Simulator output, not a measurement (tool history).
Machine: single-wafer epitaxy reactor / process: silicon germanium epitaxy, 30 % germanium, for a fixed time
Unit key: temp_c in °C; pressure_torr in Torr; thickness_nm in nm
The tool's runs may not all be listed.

Run 1, day 0.000: temp_c 605 °C, pressure_torr 23.4 Torr. Result: thickness_nm 73.552 nm.
Run 2, day 0.088: temp_c 605 °C, pressure_torr 21.6 Torr. Result: thickness_nm 70.396 nm.
Run 3, day 0.333: temp_c 603 °C, pressure_torr 21.6 Torr. Result: thickness_nm 68.313 nm.
Run 4, day 0.433: temp_c 603 °C, pressure_torr 24.0 Torr. Result: thickness_nm 72.656 nm.
Run 5, day 0.800: temp_c 603 °C, pressure_torr 20.2 Torr. Result: thickness_nm 65.427 nm.
Run 6, day 1.067: temp_c 603 °C, pressure_torr 22.8 Torr. Result: thickness_nm 70.455 nm.
Run 7, day 1.396: temp_c 601 °C, pressure_torr 22.8 Torr. Result: thickness_nm 68.092 nm.
Run 8, day 1.550: temp_c 601 °C, pressure_torr 22.8 Torr. Result: thickness_nm 68.253 nm.
Run 9, day 1.683: temp_c 600 °C, pressure_torr 22.8 Torr. Result: thickness_nm 67.515 nm.
Run 10, day 1.971: temp_c 599 °C, pressure_torr 22.8 Torr. Result: thickness_nm 65.996 nm.
Run 11, day 2.183: temp_c 598 °C, pressure_torr 22.8 Torr. Result: thickness_nm 65.407 nm.
Run 12, day 2.558: temp_c 597 °C, pressure_torr 22.8 Torr. Result: thickness_nm 63.737 nm.

What will run 13 give?
Run 13, day 2.833: temp_c 596 °C, pressure_torr 22.8 Torr. Result: thickness_nm ?.

Run 13 yielded thickness_nm 63.191 nm.
